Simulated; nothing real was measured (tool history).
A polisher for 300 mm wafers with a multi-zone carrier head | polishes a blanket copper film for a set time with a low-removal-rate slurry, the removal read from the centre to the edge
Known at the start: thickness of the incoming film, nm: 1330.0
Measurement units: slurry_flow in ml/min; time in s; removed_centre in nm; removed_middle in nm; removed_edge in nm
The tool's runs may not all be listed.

Run 1, hour 0: slurry_flow 280 ml/min, centre_zone 1, middle_zone 1, edge_zone 1, slurry_solids 1, time 41 s. Result: removed_centre 63.98 nm, removed_middle 63.728 nm, removed_edge 63.208 nm.
Run 2, hour 7.9: slurry_flow 285 ml/min, centre_zone 1.01, middle_zone 1.01, edge_zone 1.03, slurry_solids 1.1, time 42 s. Result: removed_centre 68.675 nm, removed_middle 66.693 nm, removed_edge 67.889 nm.
Run 3, hour 10: slurry_flow 285 ml/min, centre_zone 0.98, middle_zone 1.01, edge_zone 1.03, slurry_solids 1.1, time 42 s. Result: removed_centre 66.322 nm, removed_middle 67.775 nm, removed_edge 68.151 nm.
Run 4, hour 17: slurry_flow 295 ml/min, centre_zone 1, middle_zone 1.03, edge_zone 1.06, slurry_solids 1.2, time 43 s. Result: removed_centre 70.121 nm, removed_middle 72.718 nm, removed_edge 71.433 nm.
Run 5, hour 25.7: slurry_flow 295 ml/min, centre_zone 1, middle_zone 1.03, edge_zone 0.98, slurry_solids 1.2, time 43 s. Result: removed_centre 69.607 nm, removed_middle 72.292 nm, removed_edge 68.001 nm.
Run 6, hour 30: slurry_flow 295 ml/min, centre_zone 1, middle_zone 1.03, edge_zone 0.98, slurry_solids 1.4, time 43 s. Result: removed_centre 71.917 nm, removed_middle 75.191 nm, removed_edge 70.473 nm.

What will run 7 give?
Run 7, hour 34.7: slurry_flow 325 ml/min, centre_zone 1.09, middle_zone 1.02, edge_zone 1.08, slurry_solids 1.5, time 50 s. Result: removed_centre ?, removed_middle ?, removed_edge ?.

Run 7 gave removed_centre 93.457 nm, removed_middle 89.019 nm, removed_edge 88.786 nm.
